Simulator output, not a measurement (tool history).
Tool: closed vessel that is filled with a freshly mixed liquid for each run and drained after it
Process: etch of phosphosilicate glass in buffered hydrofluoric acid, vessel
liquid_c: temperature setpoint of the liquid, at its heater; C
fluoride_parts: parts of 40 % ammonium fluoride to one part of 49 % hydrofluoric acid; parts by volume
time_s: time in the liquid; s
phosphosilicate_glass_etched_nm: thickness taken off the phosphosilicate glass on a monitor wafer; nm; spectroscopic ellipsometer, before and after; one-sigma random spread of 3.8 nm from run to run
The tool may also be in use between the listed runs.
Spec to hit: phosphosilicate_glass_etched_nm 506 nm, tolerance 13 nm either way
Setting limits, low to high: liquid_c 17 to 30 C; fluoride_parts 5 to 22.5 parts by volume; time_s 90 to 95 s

run  hour  liquid_c  fluoride_parts  time_s  phosphosilicate_glass_etched_nm
  1     0        22            13.5      90                           220.83
  2   5.4      24.5              12      90                           287.98
  3  10.8        26              11      90                           338.02
  4  17.1      29.5              11      90                           405.42
  5    18      29.5             9.5      90                           461.09
  6  22.7        30             9.5      90                            479.9
  7  25.9        30               9      90                           493.03
  8  30.9        30             8.5      90                            517.8

4 candidate next runs follow, results not yet known. Just one meets every target within its allowed miss. Identify it.
  A  35.9      29.5             8.5      90                                ?
  B  35.9      29.5               8      90                                ?
  C  35.9        26             6.5      90                                ?
  D  35.9        28             7.5      90                                ?

move  phosphosilicate_glass_etched_nm
   A                           506.37
   B                           540.71
   C                           552.98
   D                           535.62
A: every result within its allowed miss
B: lands further from the targets than the last run did
C: lands further from the targets than the last run did
D: lands further from the targets than the last run did
So the answer is move A, the one that meets all the targets.
